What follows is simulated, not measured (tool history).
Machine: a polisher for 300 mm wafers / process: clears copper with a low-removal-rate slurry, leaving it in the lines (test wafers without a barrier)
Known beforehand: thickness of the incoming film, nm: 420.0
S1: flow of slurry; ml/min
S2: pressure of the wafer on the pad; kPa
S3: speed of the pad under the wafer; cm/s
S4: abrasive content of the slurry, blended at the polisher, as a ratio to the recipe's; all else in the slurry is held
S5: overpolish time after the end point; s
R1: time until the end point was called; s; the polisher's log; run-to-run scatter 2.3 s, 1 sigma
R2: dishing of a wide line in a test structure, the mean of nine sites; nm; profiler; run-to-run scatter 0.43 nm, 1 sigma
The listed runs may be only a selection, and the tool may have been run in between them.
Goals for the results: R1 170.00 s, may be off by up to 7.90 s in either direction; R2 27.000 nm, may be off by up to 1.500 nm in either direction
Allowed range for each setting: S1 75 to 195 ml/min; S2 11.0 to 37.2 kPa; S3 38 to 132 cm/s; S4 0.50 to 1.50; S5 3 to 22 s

| run | day | S1 | S2 | S3 | S4 | S5 | R1 | R2 |
|---|---|---|---|---|---|---|---|---|
| 1 | 0.000 | 125 | 24.1 | 84 | 1.00 | 11 | 141.52 | 22.238 |
| 2 | 0.142 | 110 | 24.1 | 84 | 1.00 | 11 | 141.76 | 21.559 |
| 3 | 0.179 | 110 | 29.6 | 84 | 1.00 | 11 | 116.80 | 26.000 |
| 4 | 0.450 | 110 | 32.4 | 84 | 1.00 | 11 | 108.05 | 28.745 |
|  | 0.558 | slurry blender recalibrated |
| 5 | 0.558 | 125 | 32.4 | 84 | 1.00 | 11 | 97.65 | 30.762 |
| 6 | 0.871 | 115 | 30.3 | 84 | 1.00 | 12 | 106.25 | 30.507 |
| 7 | 1.183 | 105 | 26.9 | 82 | 1.00 | 13 | 124.94 | 28.777 |
| 8 | 1.312 | 100 | 20.0 | 80 | 1.00 | 16 | 171.19 | 24.796 |

Of the 5 settings listed for the next run, only one would bring every result within its allowed miss of target. Which one?
| A | 1.442 | 85 | 21.4 | 68 | 1.10 | 16 | ? | ? |
| B | 1.442 | 100 | 22.8 | 68 | 0.95 | 17 | ? | ? |
| C | 1.442 | 95 | 19.3 | 84 | 1.05 | 13 | ? | ? |
| D | 1.442 | 95 | 17.9 | 88 | 1.00 | 21 | ? | ? |
| E | 1.442 | 85 | 22.1 | 78 | 0.90 | 14 | ? | ? |

| move | R1 | R2 |
|---|---|---|
| A | 182.01 | 24.607 |
| B | 169.70 | 27.527 |
| C | 173.23 | 21.402 |
| D | 183.17 | 30.268 |
| E | 172.29 | 23.048 |
A: its largest miss is bigger than the last run's
B: each result inside its tolerance
C: its largest miss is bigger than the last run's
D: pushes the last run's worst result past its target
E: its largest miss is bigger than the last run's
Go with B: it meets all targets.
